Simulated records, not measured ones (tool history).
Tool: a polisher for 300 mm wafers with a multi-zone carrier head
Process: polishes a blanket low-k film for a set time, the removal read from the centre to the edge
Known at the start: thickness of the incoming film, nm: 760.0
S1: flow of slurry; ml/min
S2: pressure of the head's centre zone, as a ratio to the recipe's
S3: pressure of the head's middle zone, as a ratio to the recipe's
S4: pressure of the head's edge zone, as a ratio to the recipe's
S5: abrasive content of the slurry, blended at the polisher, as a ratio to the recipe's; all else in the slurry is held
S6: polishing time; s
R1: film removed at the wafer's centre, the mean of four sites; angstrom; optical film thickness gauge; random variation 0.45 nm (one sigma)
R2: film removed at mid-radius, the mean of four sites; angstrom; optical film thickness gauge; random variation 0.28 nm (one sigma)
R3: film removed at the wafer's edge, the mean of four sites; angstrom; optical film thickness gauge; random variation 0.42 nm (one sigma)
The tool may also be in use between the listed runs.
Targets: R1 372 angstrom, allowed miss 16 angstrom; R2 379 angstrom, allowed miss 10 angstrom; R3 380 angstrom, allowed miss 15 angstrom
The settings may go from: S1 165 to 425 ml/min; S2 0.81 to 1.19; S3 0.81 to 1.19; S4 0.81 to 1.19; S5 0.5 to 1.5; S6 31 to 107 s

run	day	S1	S2	S3	S4	S5	S6	R1	R2	R3
1	0	275	1	1	1	1	69	290.53	287.19	285.04
2	0.354	275	1	1	1.08	1	69	289.1	283.86	295.97
3	0.462	275	1	1	1.16	1	69	291.03	284.98	296.03
4	0.717	275	1	1.01	1.16	1.1	69	310.33	301.3	326.87
5	0.854	285	1.02	1.05	1.16	1.15	69	316.93	322.02	331.68
6	0.929	285	1.02	1.05	1.19	1.15	69	320.18	319.02	338.04
7	1.142	290	1.04	1.07	1.19	1.2	69	330.9	330.64	341.8
8	1.446	295	1.05	1.08	1.19	1.25	69	345.19	345.77	344.25
9	1.796	295	1.04	1.08	1.19	1.3	69	350.46	353.76	355.73
10	2.033	295	1.04	1.08	1.19	1.35	69	350.02	359.88	367.59
11	2.392	300	1.05	1.08	1.19	1.35	69	355.74	356.54	362
12	2.621	300	1.05	1.08	1.19	1.4	69	362.86	362.12	364.65
13	2.838	300	1.04	1.08	1.19	1.45	69	359.84	366.92	369.13

5 next moves are on the table. One of them brings every result within its allowed miss. Which?
A	3.054	210	0.97	0.99	1.19	1.5	76	?	?	?
B	3.054	295	1.01	1.03	1.19	1.5	68	?	?	?
C	3.054	345	1.03	1.09	1.19	1.45	70	?	?	?
D	3.054	325	1.09	0.99	1.19	1.45	72	?	?	?
E	3.054	330	0.95	0.98	1.12	1.4	71	?	?	?

move	R1	R2	R3
A	363.26	365.97	403.2
B	352.64	353.99	372.85
C	370.1	383.09	382.85
D	395.42	361.03	392.65
E	345.62	348.72	370.37
A: further off than the last run
B: further off than the last run
C: meets every target
D: further off than the last run
E: further off than the last run
Move C is the one to make.

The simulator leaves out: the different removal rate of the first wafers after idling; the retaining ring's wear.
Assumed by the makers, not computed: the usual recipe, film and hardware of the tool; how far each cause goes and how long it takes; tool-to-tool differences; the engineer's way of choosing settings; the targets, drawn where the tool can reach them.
